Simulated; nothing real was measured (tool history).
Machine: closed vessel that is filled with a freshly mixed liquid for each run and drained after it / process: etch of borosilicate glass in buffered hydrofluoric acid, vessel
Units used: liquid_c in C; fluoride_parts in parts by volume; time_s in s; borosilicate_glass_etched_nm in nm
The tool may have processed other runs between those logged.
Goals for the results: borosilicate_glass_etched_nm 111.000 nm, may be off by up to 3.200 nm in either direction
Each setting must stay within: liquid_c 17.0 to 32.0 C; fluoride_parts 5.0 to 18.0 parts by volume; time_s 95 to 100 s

run 1 hour=0.0 | liquid_c=25.0 fluoride_parts=11.0 time_s=95 | borosilicate_glass_etched_nm=86.466
run 2 hour=6.0 | liquid_c=25.0 fluoride_parts=11.0 time_s=100 | borosilicate_glass_etched_nm=92.763
run 3 hour=15.2 | liquid_c=25.0 fluoride_parts=11.0 time_s=100 | borosilicate_glass_etched_nm=91.392
run 4 hour=18.5 | liquid_c=25.0 fluoride_parts=11.0 time_s=95 | borosilicate_glass_etched_nm=87.057
run 5 hour=27.6 | liquid_c=25.0 fluoride_parts=11.0 time_s=95 | borosilicate_glass_etched_nm=87.736
run 6 hour=33.6 | liquid_c=25.5 fluoride_parts=11.0 time_s=95 | borosilicate_glass_etched_nm=88.875
run 7 hour=41.9 | liquid_c=26.0 fluoride_parts=11.0 time_s=95 | borosilicate_glass_etched_nm=91.245
run 8 hour=50.4 | liquid_c=26.5 fluoride_parts=11.0 time_s=95 | borosilicate_glass_etched_nm=93.303
run 9 hour=54.7 | liquid_c=27.0 fluoride_parts=11.0 time_s=95 | borosilicate_glass_etched_nm=97.276
run 10 hour=60.6 | liquid_c=27.5 fluoride_parts=11.0 time_s=95 | borosilicate_glass_etched_nm=99.253
run 11 hour=66.1 | liquid_c=28.0 fluoride_parts=11.0 time_s=95 | borosilicate_glass_etched_nm=102.140
run 12 hour=75.3 | liquid_c=29.0 fluoride_parts=11.0 time_s=95 | borosilicate_glass_etched_nm=106.560

Exactly one of the 5 candidate moves below puts every result within its allowed miss. Which one?
run A hour=84.5 | liquid_c=28.5 fluoride_parts=11.5 time_s=100 | borosilicate_glass_etched_nm=?
run B hour=84.5 | liquid_c=29.5 fluoride_parts=10.0 time_s=95 | borosilicate_glass_etched_nm=?
run C hour=84.5 | liquid_c=30.5 fluoride_parts=12.0 time_s=100 | borosilicate_glass_etched_nm=?
run D hour=84.5 | liquid_c=26.5 fluoride_parts=10.5 time_s=100 | borosilicate_glass_etched_nm=?
run E hour=84.5 | liquid_c=27.0 fluoride_parts=8.5 time_s=95 | borosilicate_glass_etched_nm=?

move=A borosilicate_glass_etched_nm=104.490
move=B borosilicate_glass_etched_nm=120.060
move=C borosilicate_glass_etched_nm=111.290
move=D borosilicate_glass_etched_nm=102.790
move=E borosilicate_glass_etched_nm=119.930
A: misses by more than the last run did
B: moves the result that the last run missed by most past its target, out the other side
C: every result within its allowed miss
D: misses by more than the last run did
E: moves the result that the last run missed by most past its target, out the other side
Answer: C
